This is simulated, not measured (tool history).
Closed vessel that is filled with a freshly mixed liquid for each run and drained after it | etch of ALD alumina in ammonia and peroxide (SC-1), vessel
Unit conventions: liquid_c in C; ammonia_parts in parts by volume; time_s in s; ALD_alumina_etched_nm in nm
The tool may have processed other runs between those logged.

Run 1, hour 0.0: liquid_c 57.0 C, ammonia_parts 0.7 parts by volume, time_s 70 s. Result: ALD_alumina_etched_nm 8.2909 nm.
Run 2, hour 3.6: liquid_c 50.5 C, ammonia_parts 0.7 parts by volume, time_s 70 s. Result: ALD_alumina_etched_nm 5.8893 nm.
Run 3, hour 4.7: liquid_c 52.5 C, ammonia_parts 0.7 parts by volume, time_s 70 s. Result: ALD_alumina_etched_nm 6.5302 nm.
Run 4, hour 10.0: liquid_c 55.5 C, ammonia_parts 0.7 parts by volume, time_s 70 s. Result: ALD_alumina_etched_nm 7.5901 nm.
Run 5, hour 13.2: liquid_c 57.0 C, ammonia_parts 0.7 parts by volume, time_s 70 s. Result: ALD_alumina_etched_nm 8.1095 nm.
Run 6, hour 16.8: liquid_c 57.0 C, ammonia_parts 0.6 parts by volume, time_s 70 s. Result: ALD_alumina_etched_nm 8.1853 nm.
Run 7, hour 18.9: liquid_c 58.5 C, ammonia_parts 0.6 parts by volume, time_s 70 s. Result: ALD_alumina_etched_nm 8.7501 nm.
Run 8, hour 23.7: liquid_c 59.5 C, ammonia_parts 0.6 parts by volume, time_s 70 s. Result: ALD_alumina_etched_nm 9.2398 nm.
Run 9, hour 29.1: liquid_c 60.5 C, ammonia_parts 0.6 parts by volume, time_s 70 s. Result: ALD_alumina_etched_nm 9.7646 nm.
Run 10, hour 33.2: liquid_c 61.5 C, ammonia_parts 0.6 parts by volume, time_s 70 s. Result: ALD_alumina_etched_nm 10.1830 nm.
Run 11, hour 33.8: liquid_c 62.0 C, ammonia_parts 0.6 parts by volume, time_s 70 s. Result: ALD_alumina_etched_nm 10.5590 nm.
Run 12, hour 35.3: liquid_c 62.5 C, ammonia_parts 0.6 parts by volume, time_s 70 s. Result: ALD_alumina_etched_nm 10.8760 nm.
Run 13, hour 36.6: liquid_c 62.5 C, ammonia_parts 0.6 parts by volume, time_s 70 s. Result: ALD_alumina_etched_nm 10.7130 nm.
Run 14, hour 37.5: liquid_c 63.0 C, ammonia_parts 0.6 parts by volume, time_s 70 s. Result: ALD_alumina_etched_nm 11.1140 nm.

Run 15 comes next. What will it give?
Run 15, hour 39.7: liquid_c 63.5 C, ammonia_parts 0.6 parts by volume, time_s 70 s. Result: ALD_alumina_etched_nm ?.

ALD_alumina_etched_nm: 11.2080 nm
